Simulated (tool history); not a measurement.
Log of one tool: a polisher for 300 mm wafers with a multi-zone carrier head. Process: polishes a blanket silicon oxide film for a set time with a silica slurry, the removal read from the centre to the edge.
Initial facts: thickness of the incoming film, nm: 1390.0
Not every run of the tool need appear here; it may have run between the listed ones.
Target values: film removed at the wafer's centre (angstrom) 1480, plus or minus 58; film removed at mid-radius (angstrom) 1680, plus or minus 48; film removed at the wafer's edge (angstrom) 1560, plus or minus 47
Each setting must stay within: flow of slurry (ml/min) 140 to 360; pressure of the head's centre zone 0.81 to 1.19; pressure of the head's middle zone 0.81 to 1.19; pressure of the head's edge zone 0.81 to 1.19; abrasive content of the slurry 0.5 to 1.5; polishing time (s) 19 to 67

| run | day | flow of slurry (ml/min) | pressure of the head's centre zone | pressure of the head's middle zone | pressure of the head's edge zone | abrasive content of the slurry | polishing time (s) | film removed at the wafer's centre (angstrom) | film removed at mid-radius (angstrom) | film removed at the wafer's edge (angstrom) |
|---|---|---|---|---|---|---|---|---|---|---|
| 1 | 0 | 230 | 1 | 1 | 1 | 1 | 43 | 974.08 | 959.97 | 960.61 |
| 2 | 0.283 | 230 | 1.03 | 1 | 1 | 1 | 43 | 1027.6 | 956.49 | 944.38 |
| 3 | 0.4 | 230 | 1.03 | 1 | 1 | 0.85 | 43 | 936.48 | 896.94 | 869.5 |
| 4 | 0.679 | 230 | 1.03 | 1 | 1 | 0.65 | 43 | 802.05 | 762.52 | 754.26 |
| 5 | 0.742 | 230 | 1.03 | 1 | 1 | 0.65 | 39 | 741.38 | 688.93 | 687.87 |
| 6 | 1.008 | 260 | 1.03 | 1 | 1 | 0.65 | 39 | 735.7 | 701.69 | 681.55 |
| 7 | 1.142 | 260 | 1.02 | 1.01 | 1.01 | 0.75 | 40 | 822.94 | 780.82 | 769.1 |
| 8 | 1.5 | 260 | 1.02 | 1.01 | 1.01 | 0.75 | 40 | 827.13 | 800.04 | 771.09 |
| 9 | 1.65 | 260 | 1.01 | 1.02 | 1.03 | 0.85 | 40 | 865.7 | 848.76 | 822.45 |
| 10 | 1.838 | 260 | 1.01 | 1.02 | 1.03 | 0.85 | 40 | 856.07 | 848.65 | 836.96 |
| 11 | 1.871 | 265 | 1.01 | 1.04 | 1.04 | 0.9 | 40 | 894.73 | 896.65 | 860.88 |
| 12 | 2.025 | 265 | 1.01 | 1.05 | 1.05 | 0.95 | 41 | 937.85 | 928.2 | 896.2 |
| 13 | 2.321 | 300 | 0.91 | 1.15 | 1.13 | 1.2 | 53 | 1238.5 | 1480.3 | 1384.8 |
| 14 | 2.558 | 300 | 0.92 | 1.15 | 1.13 | 1.2 | 53 | 1268.1 | 1486 | 1365 |
| 15 | 2.65 | 300 | 0.92 | 1.15 | 1.13 | 1.25 | 53 | 1277.6 | 1525.5 | 1377.2 |
|  | 2.883 | slurry nozzle cleaned |
| 16 | 2.883 | 300 | 0.92 | 1.14 | 1.14 | 1.25 | 53 | 1329.1 | 1548.5 | 1415.3 |
| 17 | 2.967 | 300 | 0.91 | 1.12 | 1.17 | 1.3 | 53 | 1325.8 | 1566 | 1480.3 |
| 18 | 3.325 | 310 | 0.94 | 1.12 | 1.18 | 1.35 | 53 | 1391.5 | 1589.7 | 1513.6 |
| 19 | 3.588 | 315 | 0.96 | 1.14 | 1.18 | 1.4 | 53 | 1441.2 | 1615.1 | 1538.2 |

Next run, 5 choices. One meets every target within its allowed miss, the rest don't. Which?
| A | 3.85 | 360 | 1 | 0.99 | 1.19 | 1.5 | 55 | ? | ? | ? |
| B | 3.85 | 355 | 0.92 | 1.1 | 1.08 | 1.5 | 54 | ? | ? | ? |
| C | 3.85 | 320 | 0.96 | 1.13 | 1.17 | 1.35 | 59 | ? | ? | ? |
| D | 3.85 | 360 | 0.88 | 1.16 | 1.17 | 1.35 | 59 | ? | ? | ? |
| E | 3.85 | 350 | 0.84 | 1.16 | 1.16 | 1.5 | 55 | ? | ? | ? |

| move | film removed at the wafer's centre (angstrom) | film removed at mid-radius (angstrom) | film removed at the wafer's edge (angstrom) |
|---|---|---|---|
| A | 1636 | 1566.7 | 1652.9 |
| B | 1476 | 1671.7 | 1540.6 |
| C | 1602.4 | 1777.4 | 1673.2 |
| D | 1484.3 | 1834.4 | 1685.5 |
| E | 1370.3 | 1775.7 | 1624.7 |
A: moves away from the targets compared with the last run
B: each result inside its tolerance
C: takes the result that was furthest off past its target
D: takes the result that was furthest off past its target
E: takes the result that was furthest off past its target
B meets every target.

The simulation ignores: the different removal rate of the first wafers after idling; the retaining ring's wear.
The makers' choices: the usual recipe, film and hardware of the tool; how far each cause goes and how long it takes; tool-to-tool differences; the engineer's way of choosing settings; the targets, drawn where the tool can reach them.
